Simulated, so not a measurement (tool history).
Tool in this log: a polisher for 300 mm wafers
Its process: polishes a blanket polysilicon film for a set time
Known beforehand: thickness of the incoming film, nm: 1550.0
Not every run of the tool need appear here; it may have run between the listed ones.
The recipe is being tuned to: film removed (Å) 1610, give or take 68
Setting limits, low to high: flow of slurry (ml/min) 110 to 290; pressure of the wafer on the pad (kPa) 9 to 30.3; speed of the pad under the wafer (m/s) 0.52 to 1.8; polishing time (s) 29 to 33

run	hour	flow of slurry (ml/min)	pressure of the wafer on the pad (kPa)	speed of the pad under the wafer (m/s)	polishing time (s)	film removed (Å)
1	0	185	19.3	1.16	33	3573.9
2	0.9	170	19.3	1.16	33	3556.3
3	2.4	200	19.3	1.16	33	3659.5
4	10.9	195	15.9	1.06	33	2753.4
5	13.5	195	13.8	1	33	2289.9
6	17.3	190	12.4	0.98	33	2056.2
7	24.1	190	12.4	0.98	33	2030
8	31.2	180	11	0.98	33	1795.7
9	38.8	170	11	0.98	33	1776.5
10	42.8	160	11	0.98	33	1761.5
11	49.8	155	9	0.98	33	1411.4
12	52.6	165	9	0.98	33	1456.4
13	61.2	175	9	0.98	33	1448.4
14	62.7	175	11	0.98	33	1822.8

Which single option among these 5 for the next run brings every result within its allowed miss of target? Just one does.
A	64.2	210	13.8	1	29	?
B	64.2	175	13.1	0.98	31	?
C	64.2	210	11.7	1.06	33	?
D	64.2	185	13.8	0.9	32	?
E	64.2	190	10.3	0.92	33	?

move	film removed (Å)
A	2068.8
B	2009.4
C	2132.5
D	2025
E	1628.4
A: lands further from the targets than the last run did
B: lands further from the targets than the last run did
C: lands further from the targets than the last run did
D: lands further from the targets than the last run did
E: every result within its allowed miss
The right move is E.
